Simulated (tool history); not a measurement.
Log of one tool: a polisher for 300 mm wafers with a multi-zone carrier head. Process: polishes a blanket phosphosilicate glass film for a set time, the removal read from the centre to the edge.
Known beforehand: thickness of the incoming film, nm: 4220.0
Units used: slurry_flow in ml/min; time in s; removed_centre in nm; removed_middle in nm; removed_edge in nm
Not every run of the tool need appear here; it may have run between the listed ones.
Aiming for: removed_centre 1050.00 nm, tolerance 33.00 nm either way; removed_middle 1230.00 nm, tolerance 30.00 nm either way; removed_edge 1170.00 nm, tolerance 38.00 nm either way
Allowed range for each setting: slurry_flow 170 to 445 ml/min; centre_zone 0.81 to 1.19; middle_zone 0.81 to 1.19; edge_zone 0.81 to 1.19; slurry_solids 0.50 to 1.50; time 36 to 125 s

run	hour	slurry_flow	centre_zone	middle_zone	edge_zone	slurry_solids	time	removed_centre	removed_middle	removed_edge
1	0.0	285	1.00	1.00	1.00	1.00	80	906.58	910.50	918.76
2	2.7	285	1.00	1.00	0.94	1.00	80	910.08	909.68	882.39
3	11.3	285	0.92	1.00	0.94	1.00	80	854.18	921.39	879.24
4	12.6	285	0.92	1.06	0.94	1.00	80	843.82	958.95	872.18
5	13.5	285	0.92	0.99	0.94	1.00	80	845.97	904.26	885.07
6	16.2	295	0.93	1.02	0.98	1.05	80	865.50	946.82	926.31
7	24.7	300	0.95	1.05	1.00	1.10	80	896.41	993.44	949.24
8	27.3	300	0.95	1.05	1.00	1.10	80	899.41	988.32	952.52
9	33.3	305	0.96	1.08	1.03	1.15	80	909.44	1023.50	986.19
10	38.0	315	0.97	1.10	1.05	1.20	80	947.95	1062.40	1022.90
11	41.8	320	0.97	1.12	1.06	1.25	80	971.63	1077.30	1012.70
12	43.4	290	0.87	1.11	1.09	1.50	87	994.19	1241.00	1186.90

Below are 4 possible settings for the next run. Only one of them brings all results inside the allowed miss of their targets. Which is it?
A	45.0	335	0.98	1.08	1.01	1.50	85	?	?	?
B	45.0	365	0.90	1.08	1.04	1.50	86	?	?	?
C	45.0	240	0.84	1.09	1.13	1.50	89	?	?	?
D	45.0	255	0.82	1.11	1.11	1.35	91	?	?	?

move	removed_centre	removed_middle	removed_edge
A	1117.20	1208.90	1146.40
B	1055.70	1233.00	1183.60
C	976.52	1228.50	1232.80
D	952.72	1242.60	1213.70
A: takes the result that was furthest off past its target
B: in spec on every target
C: lands further from the targets than the last run did
D: lands further from the targets than the last run did
The move that meets every target is B.
